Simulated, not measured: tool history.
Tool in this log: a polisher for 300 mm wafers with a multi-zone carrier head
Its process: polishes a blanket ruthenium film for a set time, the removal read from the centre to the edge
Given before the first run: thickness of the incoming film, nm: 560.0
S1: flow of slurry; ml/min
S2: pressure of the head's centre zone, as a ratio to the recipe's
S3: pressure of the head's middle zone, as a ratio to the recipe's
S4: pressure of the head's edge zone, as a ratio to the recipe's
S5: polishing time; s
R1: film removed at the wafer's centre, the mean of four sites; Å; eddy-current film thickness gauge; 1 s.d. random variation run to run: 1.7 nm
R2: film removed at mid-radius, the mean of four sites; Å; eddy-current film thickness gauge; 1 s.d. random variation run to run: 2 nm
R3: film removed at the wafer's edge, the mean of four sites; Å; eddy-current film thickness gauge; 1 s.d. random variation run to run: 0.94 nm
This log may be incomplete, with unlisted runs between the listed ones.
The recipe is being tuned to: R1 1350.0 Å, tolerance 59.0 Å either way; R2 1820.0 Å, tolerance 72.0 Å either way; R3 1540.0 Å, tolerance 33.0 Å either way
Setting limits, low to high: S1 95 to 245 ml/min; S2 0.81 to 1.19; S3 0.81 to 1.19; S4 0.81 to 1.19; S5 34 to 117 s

run 1 day=0.000 | S1=155 S2=1.00 S3=1.00 S4=1.00 S5=75 | R1=1227.5 R2=1214.3 R3=1189.3
run 2 day=0.275 | S1=170 S2=0.97 S3=1.05 S4=1.03 S5=78 | R1=1213.3 R2=1338.7 R3=1272.7
run 3 day=0.383 | S1=185 S2=0.97 S3=1.09 S4=1.04 S5=81 | R1=1304.7 R2=1475.1 R3=1344.4
run 4 day=0.567 | S1=185 S2=0.97 S3=1.09 S4=1.04 S5=68 | R1=1078.7 R2=1238.5 R3=1123.6
run 5 day=0.938 | S1=185 S2=0.97 S3=1.09 S4=1.04 S5=79 | R1=1256.5 R2=1453.3 R3=1299.6
run 6 day=1.271 | S1=185 S2=1.05 S3=1.09 S4=1.04 S5=79 | R1=1342.4 R2=1411.6 R3=1307.7
run 7 day=1.521 | S1=195 S2=1.02 S3=1.12 S4=1.06 S5=81 | R1=1360.5 R2=1486.0 R3=1357.7
run 8 day=1.892 | S1=195 S2=1.02 S3=1.12 S4=1.06 S5=81 | R1=1374.5 R2=1509.9 R3=1364.6
run 9 day=2.242 | S1=195 S2=1.02 S3=1.12 S4=1.06 S5=81 | R1=1379.3 R2=1519.6 R3=1360.8
run 10 day=2.479 | S1=205 S2=0.99 S3=1.14 S4=1.09 S5=82 | R1=1348.6 R2=1605.0 R3=1392.1
run 11 day=2.512 | S1=210 S2=0.97 S3=1.14 S4=1.11 S5=83 | R1=1333.3 R2=1625.5 R3=1438.3
run 12 day=2.867 | S1=215 S2=0.96 S3=1.15 S4=1.12 S5=84 | R1=1359.1 R2=1677.3 R3=1469.0
run 13 day=2.967 | S1=220 S2=0.95 S3=1.16 S4=1.13 S5=84 | R1=1370.4 R2=1645.3 R3=1484.2

Next run, 4 choices. One meets every target within its allowed miss, the rest don't. Which?
run A day=3.067 | S1=205 S2=0.81 S3=1.18 S4=1.14 S5=91 | R1=? R2=? R3=?
run B day=3.067 | S1=165 S2=0.98 S3=1.19 S4=1.02 S5=92 | R1=? R2=? R3=?
run C day=3.067 | S1=240 S2=0.89 S3=1.19 S4=1.09 S5=89 | R1=? R2=? R3=?
run D day=3.067 | S1=195 S2=0.81 S3=1.19 S4=1.18 S5=91 | R1=? R2=? R3=?

move=A R1=1254.8 R2=1766.9 R3=1606.6
move=B R1=1475.9 R2=1733.3 R3=1494.9
move=C R1=1382.4 R2=1778.1 R3=1560.7
move=D R1=1244.3 R2=1766.1 R3=1626.0
A: puts the biggest miss on target and leaves a different result outside tolerance
B: closer than the last run, but not yet in spec
C: meets every target
D: puts the biggest miss on target and leaves a different result outside tolerance
Go with C: it meets all targets.

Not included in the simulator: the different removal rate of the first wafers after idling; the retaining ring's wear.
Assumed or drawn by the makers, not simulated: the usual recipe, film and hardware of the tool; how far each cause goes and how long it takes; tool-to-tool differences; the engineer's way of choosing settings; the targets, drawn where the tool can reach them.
